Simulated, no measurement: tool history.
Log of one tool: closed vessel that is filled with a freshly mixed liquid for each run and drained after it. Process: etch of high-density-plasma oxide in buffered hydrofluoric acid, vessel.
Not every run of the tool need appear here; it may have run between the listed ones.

| run | hour | temperature setpoint of the liquid (°C) | parts of 40 % ammonium fluoride to one part of 49 % hydrofluoric acid (parts by volume) | time in the liquid (s) | thickness taken off the high-density-plasma oxide on a monitor wafer (Å) |
|---|---|---|---|---|---|
| 1 | 0 | 25 | 7.5 | 95 | 1790 |
| 2 | 8.9 | 25 | 9 | 95 | 1461 |
| 3 | 17.6 | 25 | 10 | 95 | 1394.5 |
| 4 | 20.4 | 25 | 10 | 95 | 1386 |
|  | 22.2 | thermometer replaced |
| 5 | 22.2 | 27 | 10 | 95 | 1373.6 |
| 6 | 25 | 27 | 9 | 95 | 1458.3 |
| 7 | 30.3 | 26 | 8 | 95 | 1562.1 |
| 8 | 36.4 | 26 | 8 | 95 | 1558.4 |
| 9 | 45 | 24 | 7.5 | 95 | 1511.8 |
| 10 | 46.9 | 25.5 | 7 | 95 | 1751.4 |
| 11 | 52.4 | 26.5 | 6.5 | 95 | 2019.3 |
| 12 | 56.4 | 27.5 | 6.5 | 95 | 2090.1 |
| 13 | 61.1 | 27.5 | 6.5 | 95 | 2078.9 |

Predict the results of run 14:
| 14 | 64.8 | 28 | 6.5 | 95 | ? |

thickness taken off the high-density-plasma oxide on a monitor wafer (Å): 2179.5

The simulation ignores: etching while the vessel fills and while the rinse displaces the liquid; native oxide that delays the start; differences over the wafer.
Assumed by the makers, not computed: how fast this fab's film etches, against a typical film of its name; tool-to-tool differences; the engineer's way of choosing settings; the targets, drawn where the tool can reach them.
